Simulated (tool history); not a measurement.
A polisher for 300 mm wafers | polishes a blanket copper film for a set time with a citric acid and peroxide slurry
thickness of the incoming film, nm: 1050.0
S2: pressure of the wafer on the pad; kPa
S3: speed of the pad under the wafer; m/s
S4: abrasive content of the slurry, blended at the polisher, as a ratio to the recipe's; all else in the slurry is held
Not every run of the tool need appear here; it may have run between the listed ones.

{"run": 1, "hour": 0.0, "flow of slurry (ml/min)": 280, "S2": 17.2, "S3": 1.28, "S4": 1, "polishing time (s)": 73, "film removed (Å)": 1606.1}
{"run": 2, "hour": 6.5, "flow of slurry (ml/min)": 280, "S2": 17.2, "S3": 1.28, "S4": 0.85, "polishing time (s)": 73, "film removed (Å)": 1556.4}
{"run": 3, "hour": 14.3, "flow of slurry (ml/min)": 280, "S2": 15.2, "S3": 1.26, "S4": 0.85, "polishing time (s)": 73, "film removed (Å)": 1296}
{"run": 4, "hour": 21.7, "flow of slurry (ml/min)": 280, "S2": 13.8, "S3": 1.26, "S4": 0.85, "polishing time (s)": 73, "film removed (Å)": 1190.9}
{"run": 5, "hour": 30.5, "flow of slurry (ml/min)": 280, "S2": 13.1, "S3": 1.26, "S4": 0.85, "polishing time (s)": 73, "film removed (Å)": 1144.4}
{"run": 6, "hour": 38.1, "flow of slurry (ml/min)": 280, "S2": 12.4, "S3": 1.26, "S4": 0.85, "polishing time (s)": 73, "film removed (Å)": 1122.3}
{"run": 7, "hour": 46.6, "flow of slurry (ml/min)": 280, "S2": 11.7, "S3": 1.26, "S4": 0.85, "polishing time (s)": 73, "film removed (Å)": 1069.6}

Forecast run 8:
{"hour": 53.3, "done": "slurry nozzle cleaned"}
{"run": 8, "hour": 53.3, "flow of slurry (ml/min)": 280, "S2": 11, "S3": 1.26, "S4": 0.85, "polishing time (s)": 73, "film removed (Å)": "?"}

film removed (Å): 1016.8
